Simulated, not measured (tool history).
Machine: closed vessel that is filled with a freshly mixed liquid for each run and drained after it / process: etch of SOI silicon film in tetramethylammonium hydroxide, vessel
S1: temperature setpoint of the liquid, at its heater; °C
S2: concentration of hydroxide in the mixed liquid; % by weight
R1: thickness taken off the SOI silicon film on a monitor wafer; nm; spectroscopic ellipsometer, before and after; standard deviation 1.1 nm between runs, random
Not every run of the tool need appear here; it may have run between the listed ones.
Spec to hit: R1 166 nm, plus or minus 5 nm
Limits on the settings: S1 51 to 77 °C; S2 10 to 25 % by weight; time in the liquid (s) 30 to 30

run 1 day=0 | S1=64 S2=19.5 time_in_the_liquid_(s)=30 | R1=108.16
run 2 day=0.154 | S1=58.5 S2=19.5 time_in_the_liquid_(s)=30 | R1=76.813
run 3 day=0.317 | S1=61.5 S2=19.5 time_in_the_liquid_(s)=30 | R1=91.589
run 4 day=0.679 | S1=56 S2=19.5 time_in_the_liquid_(s)=30 | R1=65.46
run 5 day=0.925 | S1=56 S2=19.5 time_in_the_liquid_(s)=30 | R1=65.477
run 6 day=1.267 | S1=59.5 S2=19.5 time_in_the_liquid_(s)=30 | R1=80.57
run 7 day=1.321 | S1=62.5 S2=19.5 time_in_the_liquid_(s)=30 | R1=97.605
run 8 day=1.608 | S1=64.5 S2=19.5 time_in_the_liquid_(s)=30 | R1=109.79
run 9 day=1.808 | S1=66 S2=19.5 time_in_the_liquid_(s)=30 | R1=120.38
run 10 day=1.938 | S1=67.5 S2=19.5 time_in_the_liquid_(s)=30 | R1=133.45

Consider the 5 candidate settings below. Which is the only one whose results all fall within their allowed miss of target?
run A day=2.067 | S1=71.5 S2=20.5 time_in_the_liquid_(s)=30 | R1=?
run B day=2.067 | S1=65.5 S2=21.5 time_in_the_liquid_(s)=30 | R1=?
run C day=2.067 | S1=68.5 S2=18.5 time_in_the_liquid_(s)=30 | R1=?
run D day=2.067 | S1=65.5 S2=20 time_in_the_liquid_(s)=30 | R1=?
run E day=2.067 | S1=61.5 S2=16.5 time_in_the_liquid_(s)=30 | R1=?

move=A R1=163.78
move=B R1=112.06
move=C R1=143.88
move=D R1=116.17
move=E R1=98.517
A: all results land within tolerance of their targets
B: misses by more than the last run did
C: gains on the last run, yet a result remains outside its allowed miss
D: misses by more than the last run did
E: misses by more than the last run did
Go with A: it meets all targets.
